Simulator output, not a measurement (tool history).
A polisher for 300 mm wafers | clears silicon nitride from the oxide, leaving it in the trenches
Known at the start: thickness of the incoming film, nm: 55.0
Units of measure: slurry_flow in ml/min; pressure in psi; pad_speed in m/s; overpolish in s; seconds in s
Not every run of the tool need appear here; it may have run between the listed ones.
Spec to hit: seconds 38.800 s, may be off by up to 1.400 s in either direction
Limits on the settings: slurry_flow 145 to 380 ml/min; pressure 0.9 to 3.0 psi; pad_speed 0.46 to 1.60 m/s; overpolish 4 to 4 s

| run | hour | slurry_flow | pressure | pad_speed | overpolish | seconds |
|---|---|---|---|---|---|---|
| 1 | 0.0 | 245 | 1.9 | 1.02 | 4 | 86.576 |
| 2 | 2.5 | 245 | 2.2 | 1.08 | 4 | 72.641 |
| 3 | 8.4 | 250 | 2.4 | 1.16 | 4 | 60.858 |
| 4 | 15.6 | 250 | 2.6 | 1.22 | 4 | 53.685 |
| 5 | 19.0 | 250 | 2.8 | 1.22 | 4 | 49.852 |
| 6 | 22.6 | 250 | 2.6 | 1.22 | 4 | 54.310 |
| 7 | 26.3 | 255 | 2.7 | 1.28 | 4 | 49.262 |
| 8 | 30.0 | 255 | 2.8 | 1.32 | 4 | 46.751 |
| 9 | 38.3 | 255 | 2.9 | 1.36 | 4 | 43.934 |
| 10 | 46.9 | 255 | 2.9 | 1.36 | 4 | 44.037 |

Exactly one of the 5 candidate moves below puts every result within its allowed miss. Which one?
| A | 55.5 | 290 | 2.9 | 1.26 | 4 | ? |
| B | 55.5 | 275 | 2.5 | 1.30 | 4 | ? |
| C | 55.5 | 345 | 3.0 | 1.54 | 4 | ? |
| D | 55.5 | 290 | 3.0 | 1.58 | 4 | ? |
| E | 55.5 | 340 | 2.7 | 1.58 | 4 | ? |

| move | seconds |
|---|---|
| A | 45.428 |
| B | 51.326 |
| C | 35.346 |
| D | 35.217 |
| E | 38.281 |
A: further off than the last run
B: further off than the last run
C: pushes the last run's worst result past its target
D: pushes the last run's worst result past its target
E: all results land within tolerance of their targets
Go with E: it meets all targets.

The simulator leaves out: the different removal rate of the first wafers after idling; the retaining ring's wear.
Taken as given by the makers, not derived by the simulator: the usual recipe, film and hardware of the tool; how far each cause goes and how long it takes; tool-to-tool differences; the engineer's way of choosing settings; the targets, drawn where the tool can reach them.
